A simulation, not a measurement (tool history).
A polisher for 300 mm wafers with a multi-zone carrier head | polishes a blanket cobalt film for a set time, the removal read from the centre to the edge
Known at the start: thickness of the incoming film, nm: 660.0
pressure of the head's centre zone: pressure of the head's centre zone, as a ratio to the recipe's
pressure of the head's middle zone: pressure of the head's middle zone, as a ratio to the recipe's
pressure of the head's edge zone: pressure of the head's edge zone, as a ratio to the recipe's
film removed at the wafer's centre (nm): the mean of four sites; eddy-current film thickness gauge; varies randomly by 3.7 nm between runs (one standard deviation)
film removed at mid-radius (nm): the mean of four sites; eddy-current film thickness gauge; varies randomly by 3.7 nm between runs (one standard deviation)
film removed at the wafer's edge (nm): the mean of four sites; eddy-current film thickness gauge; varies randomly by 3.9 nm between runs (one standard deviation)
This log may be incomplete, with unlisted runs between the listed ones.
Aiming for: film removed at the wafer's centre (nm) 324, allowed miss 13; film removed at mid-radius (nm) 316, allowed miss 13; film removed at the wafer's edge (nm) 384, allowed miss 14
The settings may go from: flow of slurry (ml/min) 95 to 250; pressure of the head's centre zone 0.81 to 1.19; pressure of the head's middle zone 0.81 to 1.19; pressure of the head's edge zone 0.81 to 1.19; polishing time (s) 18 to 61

run,hour,flow of slurry (ml/min),pressure of the head's centre zone,pressure of the head's middle zone,pressure of the head's edge zone,polishing time (s),film removed at the wafer's centre (nm),film removed at mid-radius (nm),film removed at the wafer's edge (nm)
1,0,160,1,1,1,39,266.28,267.94,270.72
2,6.4,160,1,1.07,1,39,259.74,284.84,266.52
3,14,160,1,1.07,0.95,39,265.83,286.87,266.64
4,20.5,190,1,1.07,0.95,39,269.9,295.65,270.55
5,22.9,190,1,1.07,0.95,44,304.59,334.65,298.41
6,23.9,185,0.98,1.03,0.99,45,316,321.18,305.58
7,26.3,170,0.95,1.02,1.03,47,307.34,340.1,328.52
8,33.4,160,0.94,0.99,1.05,48,305.62,331.86,341.89

Which one of the following 4 next-run settings gets every result inside its allowed miss? There is exactly one.
A,40.5,175,1.03,1.03,1.01,44,?,?,?
B,40.5,200,1.04,1.04,1,42,?,?,?
C,40.5,100,0.83,0.84,1.15,60,?,?,?
D,40.5,140,0.92,0.87,1.16,52,?,?,?

move,film removed at the wafer's centre (nm),film removed at mid-radius (nm),film removed at the wafer's edge (nm)
A,312.71,315.56,307.94
B,305.85,307.94,295.48
C,327.63,341.68,430.03
D,324.61,316.21,384.22
A: moves away from the targets compared with the last run
B: moves away from the targets compared with the last run
C: the result that was furthest off in the last run now lies on the other side of its target
D: all results in spec
So the answer is move D, the one that meets all the targets.
